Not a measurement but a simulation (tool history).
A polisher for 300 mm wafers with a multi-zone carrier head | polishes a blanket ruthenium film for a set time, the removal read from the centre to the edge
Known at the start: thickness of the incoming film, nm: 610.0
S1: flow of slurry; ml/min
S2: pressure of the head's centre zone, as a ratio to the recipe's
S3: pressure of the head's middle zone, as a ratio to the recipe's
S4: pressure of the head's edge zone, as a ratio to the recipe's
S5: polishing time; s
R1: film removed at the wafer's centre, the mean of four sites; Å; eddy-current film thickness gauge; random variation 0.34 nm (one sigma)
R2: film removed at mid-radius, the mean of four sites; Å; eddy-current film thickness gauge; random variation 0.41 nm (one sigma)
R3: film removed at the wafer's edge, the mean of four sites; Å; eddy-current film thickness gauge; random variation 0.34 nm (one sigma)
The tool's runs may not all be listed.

{"run": 1, "hour": 0.0, "S1": 180, "S2": 1.0, "S3": 1.0, "S4": 1.0, "S5": 42, "R1": 523.57, "R2": 523.11, "R3": 523.55}
{"run": 2, "hour": 6.6, "S1": 200, "S2": 1.0, "S3": 1.0, "S4": 1.0, "S5": 42, "R1": 527.52, "R2": 536.59, "R3": 527.54}
{"run": 3, "hour": 9.5, "S1": 200, "S2": 1.02, "S3": 0.98, "S4": 0.96, "S5": 36, "R1": 463.81, "R2": 454.5, "R3": 450.78}
{"run": 4, "hour": 13.1, "S1": 195, "S2": 1.05, "S3": 0.98, "S4": 0.92, "S5": 32, "R1": 422.53, "R2": 402.0, "R3": 384.43}
{"run": 5, "hour": 16.7, "S1": 195, "S2": 1.05, "S3": 0.98, "S4": 0.85, "S5": 32, "R1": 422.71, "R2": 393.9, "R3": 372.78}
{"run": 6, "hour": 23.2, "S1": 195, "S2": 1.05, "S3": 0.98, "S4": 0.81, "S5": 32, "R1": 423.63, "R2": 406.68, "R3": 366.38}

The next listed run, before its measurement:
{"run": 7, "hour": 25.6, "S1": 180, "S2": 1.06, "S3": 0.96, "S4": 0.81, "S5": 31, "R1": "?", "R2": "?", "R3": "?"}

R1: 406.79 Å
R2: 370.65 Å
R3: 358.37 Å
